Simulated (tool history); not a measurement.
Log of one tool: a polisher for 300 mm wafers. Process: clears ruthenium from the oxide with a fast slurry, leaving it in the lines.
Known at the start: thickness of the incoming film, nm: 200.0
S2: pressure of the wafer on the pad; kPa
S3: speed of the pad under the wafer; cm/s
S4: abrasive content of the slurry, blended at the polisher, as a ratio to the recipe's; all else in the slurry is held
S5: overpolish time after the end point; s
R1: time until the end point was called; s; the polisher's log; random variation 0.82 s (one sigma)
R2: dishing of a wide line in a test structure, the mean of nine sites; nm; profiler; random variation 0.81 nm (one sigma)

Run 1, hour 0: flow of slurry (ml/min) 310, S2 21.4 kPa, S3 110 cm/s, S4 1, S5 10 s. Result: R1 39.871 s, R2 41.116 nm.
Run 2, hour 2.1: flow of slurry (ml/min) 310, S2 20.7 kPa, S3 110 cm/s, S4 1, S5 11 s. Result: R1 40.835 s, R2 44.197 nm.
Run 3, hour 3.1: flow of slurry (ml/min) 310, S2 20.7 kPa, S3 110 cm/s, S4 1.1, S5 11 s. Result: R1 38.658 s, R2 44.259 nm.
Run 4, hour 9.2: flow of slurry (ml/min) 310, S2 20.7 kPa, S3 110 cm/s, S4 1.1, S5 10 s. Result: R1 38.569 s, R2 41.724 nm.
Run 5, hour 15.1: flow of slurry (ml/min) 310, S2 24.1 kPa, S3 110 cm/s, S4 1.1, S5 10 s. Result: R1 34.266 s, R2 43.695 nm.
Run 6, hour 17.7: flow of slurry (ml/min) 310, S2 22.8 kPa, S3 110 cm/s, S4 1.1, S5 11 s. Result: R1 36.875 s, R2 47.658 nm.

Run 7 comes next. What will it give?
Run 7, hour 23.8: flow of slurry (ml/min) 310, S2 21.4 kPa, S3 110 cm/s, S4 1.1, S5 11 s. Result: R1 ?, R2 ?.

R1: 38.401 s
R2: 46.378 nm
